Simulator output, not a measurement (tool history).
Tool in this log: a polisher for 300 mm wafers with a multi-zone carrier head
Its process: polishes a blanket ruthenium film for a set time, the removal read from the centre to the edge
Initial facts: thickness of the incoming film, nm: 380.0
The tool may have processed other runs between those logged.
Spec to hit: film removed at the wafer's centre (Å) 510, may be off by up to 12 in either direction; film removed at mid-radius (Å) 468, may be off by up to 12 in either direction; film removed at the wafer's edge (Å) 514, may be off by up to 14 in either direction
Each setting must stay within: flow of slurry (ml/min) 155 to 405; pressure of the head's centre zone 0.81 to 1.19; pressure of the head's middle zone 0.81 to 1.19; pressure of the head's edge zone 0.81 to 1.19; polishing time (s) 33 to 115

run	day	flow of slurry (ml/min)	pressure of the head's centre zone	pressure of the head's middle zone	pressure of the head's edge zone	polishing time (s)	film removed at the wafer's centre (Å)	film removed at mid-radius (Å)	film removed at the wafer's edge (Å)
1	0	260	1	1	1	73	618.2	624.8	629.76
2	0.058	260	1	1	0.95	73	612.98	620.14	611.13
3	0.096	260	0.97	1	0.95	73	600.35	620.94	609.74
4	0.283	195	0.97	1	0.95	73	582.86	608.68	602.9
5	0.467	195	0.97	0.93	0.95	73	589.06	575.28	588.67
6	0.7	195	0.97	0.93	0.95	61	491.27	477.16	501.36
7	0.771	195	0.97	0.93	0.96	61	495.12	474.7	507.11
8	0.971	200	0.98	0.92	0.97	61	498.98	479.26	506.4
# day 1.117: worn pad replaced by a new one
9	1.117	200	0.98	0.92	0.97	61	531.06	511.44	547.37

Which of these 4 next moves meets every target?
A	1.262	180	0.92	1.1	0.91	61	?	?	?
B	1.262	155	0.93	1.06	0.86	63	?	?	?
C	1.262	220	0.9	0.87	1.14	61	?	?	?
D	1.262	155	0.99	0.88	0.94	59	?	?	?

move	film removed at the wafer's centre (Å)	film removed at mid-radius (Å)	film removed at the wafer's edge (Å)
A	493.85	597.29	525.94
B	508.84	590.81	525.16
C	490.52	497.75	595.53
D	506.89	473.06	513.52
A: misses by more than the last run did
B: misses by more than the last run did
C: misses by more than the last run did
D: hits every target within its allowed miss
The move that meets every target is D.
